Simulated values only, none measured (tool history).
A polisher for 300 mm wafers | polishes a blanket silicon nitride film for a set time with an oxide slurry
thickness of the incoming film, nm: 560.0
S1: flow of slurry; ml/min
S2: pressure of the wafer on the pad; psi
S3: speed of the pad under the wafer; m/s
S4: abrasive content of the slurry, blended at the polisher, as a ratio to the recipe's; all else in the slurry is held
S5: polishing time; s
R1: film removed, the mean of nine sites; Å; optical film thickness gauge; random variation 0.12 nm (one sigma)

run,hour,S1,S2,S3,S4,S5,R1
1,0,280,2.5,0.92,1,52,177.93
2,8.5,280,2.5,0.92,1,46,159.5
3,13.8,280,2.5,0.92,1.1,46,169.43
4,14.6,280,2.3,0.92,1.1,46,151.33
5,21.9,280,2.2,0.92,1.1,46,147.93
6,27.5,280,2.2,0.92,1.25,46,158.67
7,31.4,280,2.1,0.92,1.25,46,150.44
8,34.6,280,2,0.92,1.25,46,142.71

Forecast run 9:
9,38.5,275,1.7,0.92,1.25,46,?

R1: 122.59 Å
